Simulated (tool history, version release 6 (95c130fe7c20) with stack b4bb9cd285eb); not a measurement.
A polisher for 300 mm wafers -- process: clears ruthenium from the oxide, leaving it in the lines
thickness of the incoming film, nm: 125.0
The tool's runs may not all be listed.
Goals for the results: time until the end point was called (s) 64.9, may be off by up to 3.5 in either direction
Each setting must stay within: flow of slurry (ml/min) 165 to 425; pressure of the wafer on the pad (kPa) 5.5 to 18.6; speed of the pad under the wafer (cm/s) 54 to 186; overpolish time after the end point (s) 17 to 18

run  hour  flow of slurry (ml/min)  pressure of the wafer on the pad (kPa)  speed of the pad under the wafer (cm/s)  overpolish time after the end point (s)  time until the end point was called (s)
  1     0                      275                                    11.7                                      118                                       17                                   100.38
  2   8.2                      275                                    13.1                                      120                                       17                                   91.959
  3  12.4                      275                                    13.1                                       92                                       17                                   117.46
  4  18.2                      275                                    14.5                                      100                                       17                                   99.344
  5    19                      275                                    14.5                                       84                                       17                                    118.1
  6  26.1                      275                                    15.9                                       96                                       17                                   98.484
  7  33.2                      275                                    16.5                                      106                                       17                                    83.26
  8  37.1                      275                                    17.2                                      110                                       17                                   78.508
  9  40.4                      275                                    17.9                                      114                                       17                                   73.865

Which one of the following 4 next-run settings gets every result inside its allowed miss? There is exactly one.
  A  43.7                      230                                    17.2                                      154                                       17                                        ?
  B  43.7                      260                                    18.6                                      140                                       18                                        ?
  C  43.7                      370                                    17.2                                      114                                       17                                        ?
  D  43.7                      205                                    17.9                                      136                                       18                                        ?

move  time until the end point was called (s)
   A                                   58.079
   B                                    59.02
   C                                    75.15
   D                                   63.992
A: pushes the last run's worst result past its target
B: pushes the last run's worst result past its target
C: further off than the last run
D: meets every target
So the answer is move D, the one that meets all the targets.
